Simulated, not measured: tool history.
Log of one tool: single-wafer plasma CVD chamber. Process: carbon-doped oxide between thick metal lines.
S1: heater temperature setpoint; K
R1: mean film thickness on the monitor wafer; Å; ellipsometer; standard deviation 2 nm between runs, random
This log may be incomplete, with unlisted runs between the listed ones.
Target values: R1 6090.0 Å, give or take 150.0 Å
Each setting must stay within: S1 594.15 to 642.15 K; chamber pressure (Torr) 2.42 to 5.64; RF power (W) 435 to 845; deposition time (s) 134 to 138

{"run": 1, "hour": 0.0, "S1": 618.15, "chamber pressure (Torr)": 4.03, "RF power (W)": 640, "deposition time (s)": 134, "R1": 7795.7}
{"run": 2, "hour": 5.4, "S1": 618.15, "chamber pressure (Torr)": 4.03, "RF power (W)": 640, "deposition time (s)": 134, "R1": 7799.9}
{"run": 3, "hour": 11.8, "S1": 618.15, "chamber pressure (Torr)": 4.03, "RF power (W)": 580, "deposition time (s)": 134, "R1": 7223.2}
{"run": 4, "hour": 13.5, "S1": 619.15, "chamber pressure (Torr)": 3.95, "RF power (W)": 570, "deposition time (s)": 134, "R1": 7086.0}
{"run": 5, "hour": 19.5, "S1": 619.15, "chamber pressure (Torr)": 3.61, "RF power (W)": 570, "deposition time (s)": 134, "R1": 6985.5}
{"run": 6, "hour": 26.6, "S1": 620.15, "chamber pressure (Torr)": 3.51, "RF power (W)": 565, "deposition time (s)": 134, "R1": 6959.5}
{"run": 7, "hour": 28.2, "S1": 621.15, "chamber pressure (Torr)": 3.46, "RF power (W)": 555, "deposition time (s)": 134, "R1": 6837.4}
{"run": 8, "hour": 30.1, "S1": 621.15, "chamber pressure (Torr)": 3.41, "RF power (W)": 545, "deposition time (s)": 134, "R1": 6733.0}
{"run": 9, "hour": 34.4, "S1": 621.15, "chamber pressure (Torr)": 3.35, "RF power (W)": 540, "deposition time (s)": 134, "R1": 6649.1}
{"run": 10, "hour": 41.2, "S1": 621.15, "chamber pressure (Torr)": 3.28, "RF power (W)": 535, "deposition time (s)": 134, "R1": 6593.8}
{"run": 11, "hour": 48.9, "S1": 621.15, "chamber pressure (Torr)": 3.21, "RF power (W)": 530, "deposition time (s)": 134, "R1": 6545.4}
{"run": 12, "hour": 56.4, "S1": 621.15, "chamber pressure (Torr)": 3.15, "RF power (W)": 525, "deposition time (s)": 134, "R1": 6475.2}
{"run": 13, "hour": 62.4, "S1": 621.15, "chamber pressure (Torr)": 3.09, "RF power (W)": 520, "deposition time (s)": 134, "R1": 6412.6}
{"run": 14, "hour": 69.2, "S1": 621.15, "chamber pressure (Torr)": 3.04, "RF power (W)": 515, "deposition time (s)": 134, "R1": 6345.7}
{"run": 15, "hour": 74.5, "S1": 621.15, "chamber pressure (Torr)": 3.0, "RF power (W)": 515, "deposition time (s)": 134, "R1": 6336.6}
{"run": 16, "hour": 83.1, "S1": 621.15, "chamber pressure (Torr)": 2.96, "RF power (W)": 515, "deposition time (s)": 134, "R1": 6331.1}
{"run": 17, "hour": 83.6, "S1": 621.15, "chamber pressure (Torr)": 2.92, "RF power (W)": 515, "deposition time (s)": 134, "R1": 6325.8}
{"run": 18, "hour": 92.1, "S1": 621.15, "chamber pressure (Torr)": 2.88, "RF power (W)": 515, "deposition time (s)": 134, "R1": 6319.2}

4 next moves are on the table. One of them brings every result within its allowed miss. Which?
{"run": "A", "hour": 100.6, "S1": 624.15, "chamber pressure (Torr)": 2.72, "RF power (W)": 505, "deposition time (s)": 138, "R1": "?"}
{"run": "B", "hour": 100.6, "S1": 626.15, "chamber pressure (Torr)": 3.73, "RF power (W)": 475, "deposition time (s)": 138, "R1": "?"}
{"run": "C", "hour": 100.6, "S1": 613.15, "chamber pressure (Torr)": 2.68, "RF power (W)": 520, "deposition time (s)": 134, "R1": "?"}
{"run": "D", "hour": 100.6, "S1": 633.15, "chamber pressure (Torr)": 4.21, "RF power (W)": 465, "deposition time (s)": 134, "R1": "?"}

move=A R1=6343.5
move=B R1=6078.4
move=C R1=6509.0
move=D R1=5735.9
A: its largest miss is bigger than the last run's
B: meets every target
C: its largest miss is bigger than the last run's
D: moves the result that the last run missed by most past its target, out the other side
Answer: B

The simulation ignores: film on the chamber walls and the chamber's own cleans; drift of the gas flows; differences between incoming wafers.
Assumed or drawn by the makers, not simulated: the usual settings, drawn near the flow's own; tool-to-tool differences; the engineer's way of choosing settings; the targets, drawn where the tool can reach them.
